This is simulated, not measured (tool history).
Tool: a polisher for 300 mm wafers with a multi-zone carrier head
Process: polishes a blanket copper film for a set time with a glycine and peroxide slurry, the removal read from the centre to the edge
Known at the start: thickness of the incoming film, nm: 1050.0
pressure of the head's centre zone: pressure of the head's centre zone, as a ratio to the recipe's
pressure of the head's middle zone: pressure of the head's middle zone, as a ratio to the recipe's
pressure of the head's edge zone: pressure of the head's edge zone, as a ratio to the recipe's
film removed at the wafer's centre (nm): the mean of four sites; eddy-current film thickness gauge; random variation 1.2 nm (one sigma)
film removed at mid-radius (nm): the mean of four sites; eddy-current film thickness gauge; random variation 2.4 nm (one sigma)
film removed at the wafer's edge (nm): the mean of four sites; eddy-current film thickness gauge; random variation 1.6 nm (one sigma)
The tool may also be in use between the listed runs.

run,day,flow of slurry (ml/min),pressure of the head's centre zone,pressure of the head's middle zone,pressure of the head's edge zone,polishing time (s),film removed at the wafer's centre (nm),film removed at mid-radius (nm),film removed at the wafer's edge (nm)
1,0,315,1,1,1,87,260.55,265.39,266.58
2,0.042,315,1,1,1,100,299.53,311.3,302.52
3,0.133,315,0.99,0.99,0.98,95,278.41,291.88,285.09
4,0.35,315,0.99,1.06,0.98,95,281.72,300.27,286.97
5,0.392,315,0.99,1.03,0.97,90,266.37,289.05,265.64
6,0.612,315,1.05,1.03,0.97,90,280.84,273.7,267.9

Forecast run 7:
7,0.662,310,1.04,1.01,0.97,86,?,?,?

Run 7 gave film removed at the wafer's centre (nm) 264.98, film removed at mid-radius (nm) 261.29, film removed at the wafer's edge (nm) 259.07.

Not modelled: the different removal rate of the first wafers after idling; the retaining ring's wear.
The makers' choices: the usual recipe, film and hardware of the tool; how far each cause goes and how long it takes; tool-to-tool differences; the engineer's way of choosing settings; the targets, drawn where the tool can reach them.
